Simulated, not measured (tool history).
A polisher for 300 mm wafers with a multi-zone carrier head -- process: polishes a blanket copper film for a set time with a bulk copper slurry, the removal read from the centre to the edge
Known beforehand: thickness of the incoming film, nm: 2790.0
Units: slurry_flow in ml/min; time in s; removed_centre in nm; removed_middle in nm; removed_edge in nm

run 1 day=0 | slurry_flow=265 centre_zone=1 middle_zone=1 edge_zone=1 slurry_solids=1 time=36 | removed_centre=528.43 removed_middle=514.36 removed_edge=532.51
run 2 day=0.246 | slurry_flow=235 centre_zone=1 middle_zone=1 edge_zone=1 slurry_solids=1 time=36 | removed_centre=520.49 removed_middle=511.44 removed_edge=533.49
run 3 day=0.475 | slurry_flow=230 centre_zone=1 middle_zone=1.03 edge_zone=1.03 slurry_solids=1.1 time=36 | removed_centre=528.14 removed_middle=542.65 removed_edge=548.23
run 4 day=0.5 | slurry_flow=230 centre_zone=1 middle_zone=1.03 edge_zone=1.08 slurry_solids=1.1 time=36 | removed_centre=525.14 removed_middle=536.35 removed_edge=541.67
run 5 day=0.754 | slurry_flow=230 centre_zone=0.94 middle_zone=1.03 edge_zone=1.08 slurry_solids=1.1 time=36 | removed_centre=495.7 removed_middle=534.27 removed_edge=536.88
run 6 day=0.929 | slurry_flow=230 centre_zone=0.94 middle_zone=1.03 edge_zone=1.13 slurry_solids=1.1 time=36 | removed_centre=497.7 removed_middle=529.32 removed_edge=568.24
run 7 day=1.083 | slurry_flow=245 centre_zone=0.95 middle_zone=1.05 edge_zone=1.14 slurry_solids=1.15 time=36 | removed_centre=515.48 removed_middle=553.62 removed_edge=571.08
run 8 day=1.2 | slurry_flow=260 centre_zone=0.95 middle_zone=1.06 edge_zone=1.15 slurry_solids=1.2 time=36 | removed_centre=514.25 removed_middle=574.9 removed_edge=592.88
run 9 day=1.279 | slurry_flow=275 centre_zone=0.97 middle_zone=1.07 edge_zone=1.15 slurry_solids=1.2 time=36 | removed_centre=531.75 removed_middle=566.5 removed_edge=594.41
run 10 day=1.342 | slurry_flow=285 centre_zone=0.98 middle_zone=1.09 edge_zone=1.15 slurry_solids=1.25 time=36 | removed_centre=551.92 removed_middle=591.44 removed_edge=592.74
run 11 day=1.542 | slurry_flow=295 centre_zone=0.98 middle_zone=1.1 edge_zone=1.16 slurry_solids=1.3 time=36 | removed_centre=553.72 removed_middle=601.23 removed_edge=589.6
run 12 day=1.788 | slurry_flow=300 centre_zone=0.97 middle_zone=1.1 edge_zone=1.17 slurry_solids=1.3 time=36 | removed_centre=548.22 removed_middle=612.17 removed_edge=614.72
run 13 day=1.817 | slurry_flow=310 centre_zone=0.98 middle_zone=1.11 edge_zone=1.17 slurry_solids=1.3 time=36 | removed_centre=549.48 removed_middle=612.92 removed_edge=614.44
run 14 day=2.108 | slurry_flow=315 centre_zone=0.99 middle_zone=1.12 edge_zone=1.17 slurry_solids=1.3 time=36 | removed_centre=567.24 removed_middle=624.15 removed_edge=613.49

Run 15, settings as shown, results not yet in. Your forecast:
run 15 day=2.467 | slurry_flow=315 centre_zone=0.99 middle_zone=1.12 edge_zone=1.17 slurry_solids=1.3 time=36 | removed_centre=? removed_middle=? removed_edge=?

removed_centre: 566.24 nm
removed_middle: 628.16 nm
removed_edge: 603.31 nm
